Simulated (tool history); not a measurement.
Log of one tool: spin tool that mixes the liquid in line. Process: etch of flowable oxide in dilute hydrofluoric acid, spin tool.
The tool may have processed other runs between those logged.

| run | hour | temperature setpoint of the liquid (C) | parts of water to one part of 49 % hydrofluoric acid (parts by volume) | time under the liquid (s) | thickness taken off the flowable oxide on a monitor wafer (Å) |
|---|---|---|---|---|---|
| 1 | 0 | 23 | 155 | 325 | 629.79 |
| 2 | 6.9 | 23 | 130 | 325 | 772.82 |
| 3 | 8.2 | 22 | 135 | 325 | 719.42 |
| 4 | 9.4 | 21.5 | 140 | 325 | 668.58 |
| 5 | 12.8 | 21 | 145 | 325 | 632.8 |
| 6 | 18.2 | 20.5 | 150 | 325 | 592.65 |
| 7 | 27.1 | 20 | 150 | 325 | 584.13 |

Predict the results of run 8:
| 8 | 35.3 | 19.5 | 155 | 325 | ? |

{"run 8": {"thickness taken off the flowable oxide on a monitor wafer (Å)": 550.9}}
